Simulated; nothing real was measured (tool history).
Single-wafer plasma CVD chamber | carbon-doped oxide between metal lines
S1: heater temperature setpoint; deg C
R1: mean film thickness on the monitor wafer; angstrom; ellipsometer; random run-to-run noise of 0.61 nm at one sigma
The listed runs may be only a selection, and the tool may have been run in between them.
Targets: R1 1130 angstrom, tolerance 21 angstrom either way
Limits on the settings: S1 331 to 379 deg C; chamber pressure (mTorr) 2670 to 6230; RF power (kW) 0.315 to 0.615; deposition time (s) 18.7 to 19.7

run 1 hour=0 | S1=355 chamber_pressure_(mTorr)=4450 RF_power_(kW)=0.465 deposition_time_(s)=19.7 | R1=1029.7
run 2 hour=2.9 | S1=354 chamber_pressure_(mTorr)=4550 RF_power_(kW)=0.47 deposition_time_(s)=19.7 | R1=1042.6
run 3 hour=7.7 | S1=354 chamber_pressure_(mTorr)=4550 RF_power_(kW)=0.47 deposition_time_(s)=18.7 | R1=970.79
run 4 hour=9.3 | S1=354 chamber_pressure_(mTorr)=4570 RF_power_(kW)=0.48 deposition_time_(s)=18.7 | R1=994.24
run 5 hour=15.3 | S1=346 chamber_pressure_(mTorr)=4570 RF_power_(kW)=0.48 deposition_time_(s)=18.7 | R1=1017.3
run 6 hour=16.7 | S1=345 chamber_pressure_(mTorr)=4620 RF_power_(kW)=0.485 deposition_time_(s)=18.7 | R1=1018.5
run 7 hour=19.7 | S1=345 chamber_pressure_(mTorr)=4640 RF_power_(kW)=0.495 deposition_time_(s)=18.7 | R1=1035.8
run 8 hour=20.7 | S1=345 chamber_pressure_(mTorr)=4670 RF_power_(kW)=0.5 deposition_time_(s)=18.7 | R1=1050.5
run 9 hour=25.5 | S1=345 chamber_pressure_(mTorr)=4730 RF_power_(kW)=0.505 deposition_time_(s)=18.7 | R1=1062.3
run 10 hour=32.9 | S1=345 chamber_pressure_(mTorr)=4810 RF_power_(kW)=0.51 deposition_time_(s)=18.7 | R1=1067.7

5 next moves are on the table. One of them brings every result within its allowed miss. Which?
run A hour=40.3 | S1=358 chamber_pressure_(mTorr)=3430 RF_power_(kW)=0.56 deposition_time_(s)=19.1 | R1=?
run B hour=40.3 | S1=346 chamber_pressure_(mTorr)=5450 RF_power_(kW)=0.535 deposition_time_(s)=19.7 | R1=?
run C hour=40.3 | S1=337 chamber_pressure_(mTorr)=5160 RF_power_(kW)=0.535 deposition_time_(s)=18.7 | R1=?
run D hour=40.3 | S1=347 chamber_pressure_(mTorr)=5300 RF_power_(kW)=0.49 deposition_time_(s)=19.4 | R1=?
run E hour=40.3 | S1=346 chamber_pressure_(mTorr)=4620 RF_power_(kW)=0.505 deposition_time_(s)=19 | R1=?

move=A R1=1085.5
move=B R1=1180.9
move=C R1=1141.2
move=D R1=1090.3
move=E R1=1073.9
A: an improvement on the last run, though not all results are within tolerance
B: pushes the last run's worst result past its target
C: hits every target within its allowed miss
D: an improvement on the last run, though not all results are within tolerance
E: an improvement on the last run, though not all results are within tolerance
The right move is C.

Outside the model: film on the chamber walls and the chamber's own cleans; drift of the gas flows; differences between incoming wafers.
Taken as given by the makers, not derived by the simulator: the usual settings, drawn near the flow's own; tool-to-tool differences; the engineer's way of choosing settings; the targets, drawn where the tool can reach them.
